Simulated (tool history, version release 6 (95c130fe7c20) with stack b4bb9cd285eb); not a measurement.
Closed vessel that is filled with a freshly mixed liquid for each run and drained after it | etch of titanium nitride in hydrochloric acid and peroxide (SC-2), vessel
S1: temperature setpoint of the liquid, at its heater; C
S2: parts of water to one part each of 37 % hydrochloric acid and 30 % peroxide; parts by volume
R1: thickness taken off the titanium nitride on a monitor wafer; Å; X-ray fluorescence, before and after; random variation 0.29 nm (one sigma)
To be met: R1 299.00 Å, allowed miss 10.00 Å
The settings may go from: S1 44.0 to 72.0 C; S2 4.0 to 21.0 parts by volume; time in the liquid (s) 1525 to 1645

Run 1, hour 0.0: S1 60.0 C, S2 11.5 parts by volume, time in the liquid (s) 1525. Result: R1 656.89 Å.
Run 2, hour 7.8: S1 60.0 C, S2 11.5 parts by volume, time in the liquid (s) 1645. Result: R1 694.35 Å.
Run 3, hour 16.3: S1 60.0 C, S2 11.5 parts by volume, time in the liquid (s) 1645. Result: R1 705.75 Å.
Run 4, hour 18.5: S1 57.0 C, S2 11.5 parts by volume, time in the liquid (s) 1645. Result: R1 576.55 Å.
Run 5, hour 27.0: S1 57.0 C, S2 8.5 parts by volume, time in the liquid (s) 1645. Result: R1 744.41 Å.
Run 6, hour 31.6: S1 54.5 C, S2 8.5 parts by volume, time in the liquid (s) 1645. Result: R1 633.46 Å.
Run 7, hour 39.2: S1 54.5 C, S2 8.5 parts by volume, time in the liquid (s) 1645. Result: R1 631.63 Å.
Run 8, hour 40.7: S1 52.5 C, S2 8.5 parts by volume, time in the liquid (s) 1645. Result: R1 551.39 Å.

Which of these 4 next moves meets every target?
Run A, hour 42.2: S1 55.0 C, S2 5.5 parts by volume, time in the liquid (s) 1645. Result: R1 ?.
Run B, hour 42.2: S1 44.5 C, S2 8.5 parts by volume, time in the liquid (s) 1525. Result: R1 ?.
Run C, hour 42.2: S1 62.5 C, S2 5.5 parts by volume, time in the liquid (s) 1645. Result: R1 ?.
Run D, hour 42.2: S1 55.5 C, S2 8.0 parts by volume, time in the liquid (s) 1645. Result: R1 ?.

move       R1
   A   911.92
   B   301.77
   C  1465.10
   D   711.17
A: further off than the last run
B: meets every target
C: further off than the last run
D: further off than the last run
The right move is B.

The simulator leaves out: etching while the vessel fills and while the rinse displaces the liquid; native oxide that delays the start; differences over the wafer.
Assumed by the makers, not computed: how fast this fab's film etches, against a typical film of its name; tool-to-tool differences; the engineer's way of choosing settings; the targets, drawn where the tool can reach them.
